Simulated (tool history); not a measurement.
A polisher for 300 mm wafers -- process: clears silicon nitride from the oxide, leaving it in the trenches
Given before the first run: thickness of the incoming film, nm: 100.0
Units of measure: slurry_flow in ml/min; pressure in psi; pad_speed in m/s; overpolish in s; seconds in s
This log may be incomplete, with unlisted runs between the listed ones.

{"run": 1, "hour": 0.0, "slurry_flow": 170, "pressure": 3.1, "pad_speed": 1.24, "overpolish": 32, "seconds": 90.905}
{"run": 2, "hour": 4.3, "slurry_flow": 170, "pressure": 2.8, "pad_speed": 1.18, "overpolish": 32, "seconds": 103.53}
{"run": 3, "hour": 12.4, "slurry_flow": 170, "pressure": 2.5, "pad_speed": 1.12, "overpolish": 32, "seconds": 120.57}
{"run": 4, "hour": 17.9, "slurry_flow": 190, "pressure": 2.5, "pad_speed": 1.12, "overpolish": 32, "seconds": 120.15}
{"run": 5, "hour": 19.9, "slurry_flow": 190, "pressure": 2.3, "pad_speed": 1.08, "overpolish": 32, "seconds": 133.07}
{"run": 6, "hour": 22.3, "slurry_flow": 190, "pressure": 2.8, "pad_speed": 1.08, "overpolish": 32, "seconds": 111.92}

Run 7 is up next; what results do you expect?
{"run": 7, "hour": 25.6, "slurry_flow": 190, "pressure": 2.5, "pad_speed": 1.04, "overpolish": 32, "seconds": "?"}

{"run 7": {"seconds": 129.98}}
